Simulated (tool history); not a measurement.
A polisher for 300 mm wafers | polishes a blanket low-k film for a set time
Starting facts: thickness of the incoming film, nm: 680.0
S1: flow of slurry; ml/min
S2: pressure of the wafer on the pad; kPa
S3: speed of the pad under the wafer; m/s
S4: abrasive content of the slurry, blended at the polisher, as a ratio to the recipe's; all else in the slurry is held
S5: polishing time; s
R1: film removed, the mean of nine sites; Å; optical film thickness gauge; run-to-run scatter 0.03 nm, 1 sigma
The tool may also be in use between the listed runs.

run 1 hour=0.0 | S1=210 S2=13.8 S3=0.80 S4=1.0 S5=19 | R1=70.351
run 2 hour=7.5 | S1=210 S2=13.1 S3=0.76 S4=1.0 S5=19 | R1=65.269
run 3 hour=15.1 | S1=210 S2=12.4 S3=0.72 S4=1.0 S5=19 | R1=57.655
run 4 hour=22.6 | S1=210 S2=15.2 S3=0.72 S4=1.0 S5=19 | R1=70.633
run 5 hour=27.6 | S1=210 S2=15.2 S3=0.78 S4=1.0 S5=19 | R1=76.484
run 6 hour=32.0 | S1=210 S2=15.2 S3=0.78 S4=1.0 S5=16 | R1=64.286

Run 7, settings as shown, results not yet in. Your forecast:
run 7 hour=38.7 | S1=210 S2=14.5 S3=0.74 S4=1.0 S5=16 | R1=?

Run 7 yielded R1 59.866 Å.
